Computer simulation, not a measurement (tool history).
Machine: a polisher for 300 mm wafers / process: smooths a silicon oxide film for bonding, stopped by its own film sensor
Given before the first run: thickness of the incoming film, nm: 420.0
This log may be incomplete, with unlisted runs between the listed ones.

| run | hour | flow of slurry (ml/min) | pressure of the wafer on the pad (kPa) | speed of the pad under the wafer (m/s) | abrasive content of the slurry | target thickness at which the film sensor stops the polish (angstrom) | time until the film sensor stopped the polish (s) |
|---|---|---|---|---|---|---|---|
| 1 | 0.0 | 255 | 14.5 | 1.16 | 1.0 | 3870 | 41.705 |
| 2 | 3.8 | 255 | 14.5 | 1.32 | 1.0 | 3870 | 38.220 |
| 3 | 12.5 | 255 | 14.5 | 1.32 | 1.0 | 3900 | 34.266 |
| 4 | 14.0 | 255 | 12.4 | 1.18 | 1.0 | 3900 | 43.224 |
| 5 | 18.7 | 255 | 11.0 | 1.04 | 1.0 | 3900 | 53.876 |
| 6 | 22.0 | 255 | 9.7 | 0.98 | 1.0 | 3900 | 63.247 |
| 7 | 23.4 | 250 | 6.9 | 0.84 | 1.0 | 3900 | 100.750 |

Forecast run 8:
| 8 | 28.5 | 270 | 6.9 | 0.84 | 1.0 | 3900 | ? |

time until the film sensor stopped the polish (s): 101.630

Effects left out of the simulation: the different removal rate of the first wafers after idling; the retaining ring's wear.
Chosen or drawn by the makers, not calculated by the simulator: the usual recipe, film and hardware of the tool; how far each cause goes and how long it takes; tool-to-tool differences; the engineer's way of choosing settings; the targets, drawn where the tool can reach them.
